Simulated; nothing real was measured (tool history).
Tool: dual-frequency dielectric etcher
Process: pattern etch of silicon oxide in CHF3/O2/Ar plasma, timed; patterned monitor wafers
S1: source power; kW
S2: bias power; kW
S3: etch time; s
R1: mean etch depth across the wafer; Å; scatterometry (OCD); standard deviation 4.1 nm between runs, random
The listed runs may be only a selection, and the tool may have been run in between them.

| run | hour | S1 | S2 | S3 | R1 |
|---|---|---|---|---|---|
| 1 | 0 | 0.9 | 0.206 | 297 | 7843.6 |
| 2 | 6.9 | 0.85 | 0.203 | 296.5 | 7654.1 |
| 3 | 13.3 | 0.76 | 0.203 | 296.5 | 7421.3 |
| 4 | 17.1 | 0.73 | 0.201 | 296.5 | 7289.9 |
| 5 | 20.1 | 0.71 | 0.2 | 296.5 | 7191.8 |
| 6 | 22.7 | 0.7 | 0.199 | 296.5 | 7145 |

Predict the results of run 7:
|  | 30.3 | bias power generator calibrated |
| 7 | 30.3 | 0.69 | 0.198 | 296.5 | ? |

{"run 7": {"R1": 7206.5}}
